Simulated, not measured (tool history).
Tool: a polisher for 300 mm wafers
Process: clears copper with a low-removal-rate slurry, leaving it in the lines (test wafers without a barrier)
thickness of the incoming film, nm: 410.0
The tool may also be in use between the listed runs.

run	hour	flow of slurry (ml/min)	pressure of the wafer on the pad (kPa)	speed of the pad under the wafer (cm/s)	abrasive content of the slurry	overpolish time after the end point (s)	time until the end point was called (s)	dishing of a wide line in a test structure (angstrom)
1	0	190	22.1	138	1	21	88.582	597.81
2	0.8	190	22.1	138	1	13	90.906	408.71
3	2.8	190	24.1	148	1	17	74.961	579.82
4	5.8	190	24.1	172	1	17	66.084	643.6
5	8.3	190	24.1	172	1.2	17	63.622	680.13
6	10.4	190	24.1	190	1.2	17	56.799	700.23
7	12.4	195	30.3	168	1.2	27	53.02	1023.8
8	20	195	30.3	168	1.2	28	54.862	1055.8

Run 9 comes next. What will it give?
9	28.1	195	31	168	1.2	28	?	?

{"run 9": {"time until the end point was called (s)": 53.007, "dishing of a wide line in a test structure (angstrom)": 1084.6}}
